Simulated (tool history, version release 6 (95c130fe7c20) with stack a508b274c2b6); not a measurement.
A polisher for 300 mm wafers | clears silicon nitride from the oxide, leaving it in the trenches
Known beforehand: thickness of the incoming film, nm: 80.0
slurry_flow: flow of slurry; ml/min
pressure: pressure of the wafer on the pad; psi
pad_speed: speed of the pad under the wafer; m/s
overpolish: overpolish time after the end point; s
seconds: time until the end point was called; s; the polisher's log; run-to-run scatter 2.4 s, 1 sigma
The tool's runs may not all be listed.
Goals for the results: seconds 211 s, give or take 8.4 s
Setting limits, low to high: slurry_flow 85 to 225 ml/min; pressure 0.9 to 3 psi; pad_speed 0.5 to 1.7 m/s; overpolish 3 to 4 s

run  hour  slurry_flow  pressure  pad_speed  overpolish  seconds
  1     0          145       1.9        1.1           4   118.41
  2   7.8          140       1.6       1.08           4   142.23
  3   9.9          135       1.4       1.08           4   160.31
  4  17.8          135       1.4        1.2           4   146.83
  5  25.4          135       1.6        1.2           4   129.75
  6  30.1          135       1.6        1.1           4   139.49
  7  34.3          135       1.4        1.1           4   158.44
  8  41.1          135       1.3        1.1           4   169.51
  9  49.5          135       1.2        1.1           4   186.99
 10  50.4          135       1.1        1.1           4   199.15
 11  55.3          135       1.1        1.1           4   197.22
 12  61.2          135         1        1.1           4   221.73
 13    67          135         1        1.1           4   221.33
 14  75.5          135       1.1        1.1           4   201.77
 15  77.5          135         1        1.1           4   218.96

Exercise: of the 5 proposed moves below, exactly one satisfies all targets within the stated allowed misses. Which move is it?
  A  79.5          130       0.9       1.16           4        ?
  B  79.5          150       1.4        0.8           3        ?
  C  79.5          125       1.1       0.98           3        ?
  D  79.5          175       1.1        0.9           3        ?
  E  79.5          145       0.9       1.14           3        ?

move  seconds
   A   233.85
   B   210.11
   C   226.97
   D   233.19
   E   233.65
A: lands further from the targets than the last run did
B: all results land within tolerance of their targets
C: lands further from the targets than the last run did
D: lands further from the targets than the last run did
E: lands further from the targets than the last run did
B meets every target.

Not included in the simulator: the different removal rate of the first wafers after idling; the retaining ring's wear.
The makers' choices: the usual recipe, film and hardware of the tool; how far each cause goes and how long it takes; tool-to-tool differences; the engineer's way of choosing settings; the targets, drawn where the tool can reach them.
